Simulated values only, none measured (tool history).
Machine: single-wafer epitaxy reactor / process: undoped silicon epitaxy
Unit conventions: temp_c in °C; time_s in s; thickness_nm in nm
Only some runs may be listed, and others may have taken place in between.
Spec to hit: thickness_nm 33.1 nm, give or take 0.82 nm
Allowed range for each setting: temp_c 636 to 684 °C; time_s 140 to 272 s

run    day  temp_c  time_s  thickness_nm
  1      0     660     206        39.807
  2  0.167     658     206        38.212
  3  0.283     657     206        37.604
  4  0.417     656     206        36.263
  5  0.683     660     206        39.605
  6  1.008     658     206        38.137
  7  1.262     657     206        37.394
  8  1.383     656     206        36.494
  9  1.454     655     206        35.636
 10  1.758     655     206        35.453
 11   1.95     654     206        34.778
 12  2.042     653     206        34.087

Consider the 4 candidate settings below. Which is the only one whose results all fall within their allowed miss of target?
  A  2.133     648     244             ?
  B  2.133     653     202             ?
  C  2.133     654     211             ?
  D  2.133     661     184             ?

move  thickness_nm
   A        35.635
   B        33.051
   C        35.311
   D        36.012
A: further off than the last run
B: every result within its allowed miss
C: further off than the last run
D: further off than the last run
The move that meets every target is B.
